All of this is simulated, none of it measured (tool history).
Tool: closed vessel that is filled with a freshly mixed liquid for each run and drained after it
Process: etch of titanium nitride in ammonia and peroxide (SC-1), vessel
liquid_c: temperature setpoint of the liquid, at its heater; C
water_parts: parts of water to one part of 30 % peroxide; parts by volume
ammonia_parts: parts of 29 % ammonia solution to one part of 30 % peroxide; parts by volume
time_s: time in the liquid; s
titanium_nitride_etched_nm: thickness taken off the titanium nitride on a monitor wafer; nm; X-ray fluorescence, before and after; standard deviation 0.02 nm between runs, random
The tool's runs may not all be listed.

| run | hour | liquid_c | water_parts | ammonia_parts | time_s | titanium_nitride_etched_nm |
|---|---|---|---|---|---|---|
| 1 | 0 | 62 | 9 | 0.55 | 75 | 11.734 |
| 2 | 8 | 69 | 9 | 0.55 | 75 | 18.368 |
| 3 | 9.7 | 65 | 9 | 0.55 | 75 | 14.184 |
| 4 | 17 | 65 | 6.5 | 0.55 | 75 | 16.647 |
| 5 | 21.2 | 70 | 6.5 | 0.55 | 75 | 23.09 |
| 6 | 22.5 | 65.5 | 7 | 0.55 | 75 | 16.743 |

Run 7 is up next; what results do you expect?
| 7 | 28.4 | 62 | 7.5 | 0.55 | 75 | ? |

{"run 7": {"titanium_nitride_etched_nm": 12.866}}
